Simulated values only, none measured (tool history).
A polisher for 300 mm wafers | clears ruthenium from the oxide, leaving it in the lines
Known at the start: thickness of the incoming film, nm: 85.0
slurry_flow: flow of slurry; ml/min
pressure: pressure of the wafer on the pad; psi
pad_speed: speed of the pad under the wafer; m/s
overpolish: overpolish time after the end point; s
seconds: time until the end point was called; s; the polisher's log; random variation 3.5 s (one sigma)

run 1 hour=0 | slurry_flow=315 pressure=2.4 pad_speed=0.8 overpolish=33 | seconds=87.537
run 2 hour=4 | slurry_flow=235 pressure=2.4 pad_speed=0.8 overpolish=33 | seconds=92.369
run 3 hour=11 | slurry_flow=235 pressure=2 pad_speed=0.8 overpolish=33 | seconds=101.96
run 4 hour=15.7 | slurry_flow=230 pressure=1.7 pad_speed=0.7 overpolish=33 | seconds=135.75
run 5 hour=22.4 | slurry_flow=230 pressure=1.7 pad_speed=0.7 overpolish=36 | seconds=133.67
run 6 hour=28.2 | slurry_flow=230 pressure=1.7 pad_speed=0.7 overpolish=33 | seconds=133.97

The next listed run, before its measurement:
run 7 hour=37.1 | slurry_flow=225 pressure=1.1 pad_speed=0.58 overpolish=33 | seconds=?

Run 7 gave seconds 226.81 s.
